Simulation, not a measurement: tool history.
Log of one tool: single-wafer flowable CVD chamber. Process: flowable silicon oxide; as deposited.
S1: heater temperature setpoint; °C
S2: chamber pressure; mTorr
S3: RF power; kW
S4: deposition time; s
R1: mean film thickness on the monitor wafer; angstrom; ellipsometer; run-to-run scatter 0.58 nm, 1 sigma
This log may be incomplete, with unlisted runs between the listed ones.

Run 1, hour 0: S1 110 °C, S2 1060 mTorr, S3 2.47 kW, S4 423 s. Result: R1 2708.4 angstrom.
Run 2, hour 4.4: S1 110 °C, S2 1060 mTorr, S3 2.23 kW, S4 423 s. Result: R1 2670.9 angstrom.
Run 3, hour 6.1: S1 111 °C, S2 1060 mTorr, S3 2.23 kW, S4 423 s. Result: R1 2600.3 angstrom.
Run 4, hour 9: S1 112 °C, S2 1060 mTorr, S3 2.23 kW, S4 423 s. Result: R1 2525.3 angstrom.
At hour 9.8: thermocouple changed; heater temperature recalibrated.
Run 5, hour 9.8: S1 113 °C, S2 1060 mTorr, S3 2.23 kW, S4 423 s. Result: R1 2279.1 angstrom.
Run 6, hour 14.6: S1 106 °C, S2 1060 mTorr, S3 2.23 kW, S4 423 s. Result: R1 2784.2 angstrom.
Run 7, hour 18.6: S1 108 °C, S2 1060 mTorr, S3 2.23 kW, S4 423 s. Result: R1 2617.7 angstrom.
Run 8, hour 19.6: S1 109 °C, S2 1060 mTorr, S3 2.23 kW, S4 423 s. Result: R1 2545.6 angstrom.
Run 9, hour 23.6: S1 110 °C, S2 1060 mTorr, S3 2.23 kW, S4 423 s. Result: R1 2490 angstrom.
Run 10, hour 27.8: S1 111 °C, S2 1060 mTorr, S3 2.23 kW, S4 423 s. Result: R1 2422.1 angstrom.
Run 11, hour 33.1: S1 112 °C, S2 1060 mTorr, S3 2.23 kW, S4 423 s. Result: R1 2348.9 angstrom.

Run 12 has not been measured yet. What should we expect?
Run 12, hour 35.5: S1 113 °C, S2 1060 mTorr, S3 2.23 kW, S4 423 s. Result: R1 ?.

For run 12 the tool returned R1 2276.8 angstrom.
